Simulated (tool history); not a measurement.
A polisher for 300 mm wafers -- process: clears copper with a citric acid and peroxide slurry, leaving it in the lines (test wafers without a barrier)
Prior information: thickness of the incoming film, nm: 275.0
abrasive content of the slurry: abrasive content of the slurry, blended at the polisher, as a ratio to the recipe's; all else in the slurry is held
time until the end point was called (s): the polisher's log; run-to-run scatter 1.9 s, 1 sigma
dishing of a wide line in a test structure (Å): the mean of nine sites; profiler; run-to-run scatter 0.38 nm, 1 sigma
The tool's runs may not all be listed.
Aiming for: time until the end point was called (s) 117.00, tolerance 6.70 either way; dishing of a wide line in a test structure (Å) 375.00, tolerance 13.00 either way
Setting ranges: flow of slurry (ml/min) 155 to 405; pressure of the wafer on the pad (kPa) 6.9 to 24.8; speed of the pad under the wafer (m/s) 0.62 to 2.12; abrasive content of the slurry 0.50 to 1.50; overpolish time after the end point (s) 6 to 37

run	hour	flow of slurry (ml/min)	pressure of the wafer on the pad (kPa)	speed of the pad under the wafer (m/s)	abrasive content of the slurry	overpolish time after the end point (s)	time until the end point was called (s)	dishing of a wide line in a test structure (Å)
1	0.0	260	15.9	1.36	1.00	19	103.48	339.56
2	3.9	260	15.9	1.22	1.00	19	108.75	310.68
3	5.5	260	15.9	1.04	1.00	19	119.03	286.27
4	12.1	255	15.9	1.04	1.00	20	123.43	297.40
5	17.6	250	15.9	1.04	1.00	20	118.56	306.93
# hour 23.0: head pressure recalibrated
6	23.0	250	15.9	1.04	1.00	21	131.17	298.08
7	26.7	250	15.9	1.04	1.00	21	128.64	295.15
8	32.7	260	15.9	1.04	1.00	21	125.78	297.03

Next run, 4 choices. One meets every target within its allowed miss, the rest don't. Which?
A	38.7	240	22.1	1.08	1.00	24	?	?
B	38.7	270	17.2	1.10	1.05	22	?	?
C	38.7	190	19.3	1.10	0.90	25	?	?
D	38.7	230	15.2	1.02	1.00	33	?	?

move	time until the end point was called (s)	dishing of a wide line in a test structure (Å)
A	101.15	412.05
B	113.93	342.14
C	115.25	379.79
D	133.20	421.72
A: takes the biggest miss from the last run beyond its target
B: nearer than the last run, and not there yet
C: all results land within tolerance of their targets
D: takes the biggest miss from the last run beyond its target
So the answer is move C, the one that meets all the targets.
